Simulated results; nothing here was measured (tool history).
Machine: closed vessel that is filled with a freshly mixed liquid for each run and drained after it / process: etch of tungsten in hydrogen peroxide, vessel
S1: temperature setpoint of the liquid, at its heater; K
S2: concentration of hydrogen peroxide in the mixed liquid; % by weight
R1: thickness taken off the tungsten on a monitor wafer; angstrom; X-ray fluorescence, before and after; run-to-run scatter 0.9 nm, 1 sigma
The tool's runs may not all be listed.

run 1 hour=0 | S1=324.15 S2=18.5 time_in_the_liquid_(s)=30 | R1=884.01
run 2 hour=3.8 | S1=325.65 S2=18.5 time_in_the_liquid_(s)=30 | R1=963.97
run 3 hour=13 | S1=327.15 S2=18.5 time_in_the_liquid_(s)=30 | R1=1048.7
run 4 hour=17.4 | S1=323.65 S2=18.5 time_in_the_liquid_(s)=30 | R1=849.75
run 5 hour=24.1 | S1=325.65 S2=18.5 time_in_the_liquid_(s)=30 | R1=958.75
run 6 hour=27.6 | S1=327.15 S2=18.5 time_in_the_liquid_(s)=30 | R1=1052.7

Run 7, settings as shown, results not yet in. Your forecast:
run 7 hour=34.5 | S1=333.65 S2=18.5 time_in_the_liquid_(s)=30 | R1=?

R1: 1548.9 angstrom
